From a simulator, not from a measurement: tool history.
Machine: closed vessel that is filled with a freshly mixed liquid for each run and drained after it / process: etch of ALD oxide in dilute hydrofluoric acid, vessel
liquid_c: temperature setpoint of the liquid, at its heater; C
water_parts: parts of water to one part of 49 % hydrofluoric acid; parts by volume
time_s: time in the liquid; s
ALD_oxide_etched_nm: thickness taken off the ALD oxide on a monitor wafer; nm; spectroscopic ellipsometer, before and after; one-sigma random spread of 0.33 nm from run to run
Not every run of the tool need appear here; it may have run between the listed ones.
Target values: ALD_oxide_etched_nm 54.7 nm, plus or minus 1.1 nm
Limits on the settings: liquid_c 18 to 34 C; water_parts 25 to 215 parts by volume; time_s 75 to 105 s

run	hour	liquid_c	water_parts	time_s	ALD_oxide_etched_nm
1	0	26	120	105	22.918
2	6.9	28.5	100	105	31.562
3	15.8	28.5	100	105	31.04
4	20.8	28.5	80	105	40.288
5	22.1	31.5	80	105	45.548
6	24	32.5	80	105	47.303
# hour 26.3: thermometer replaced
7	26.3	33	80	105	45.164
8	29.7	34	60	105	64.652
9	38.8	32.5	60	105	60.594
10	45.8	31.5	60	105	58.469
11	54.5	31.5	60	105	59.523
12	56.3	30.5	60	105	56.13

Of the 4 settings listed for the next run, only one would bring every result within its allowed miss of target. Which one?
A	58.1	31.5	60	105	?
B	58.1	33.5	50	75	?
C	58.1	31	60	105	?
D	58.1	31	65	105	?

move	ALD_oxide_etched_nm
A	58.856
B	55.35
C	57.734
D	52.884
A: misses by more than the last run did
B: hits every target within its allowed miss
C: misses by more than the last run did
D: moves the result that the last run missed by most past its target, out the other side
The move that meets every target is B.

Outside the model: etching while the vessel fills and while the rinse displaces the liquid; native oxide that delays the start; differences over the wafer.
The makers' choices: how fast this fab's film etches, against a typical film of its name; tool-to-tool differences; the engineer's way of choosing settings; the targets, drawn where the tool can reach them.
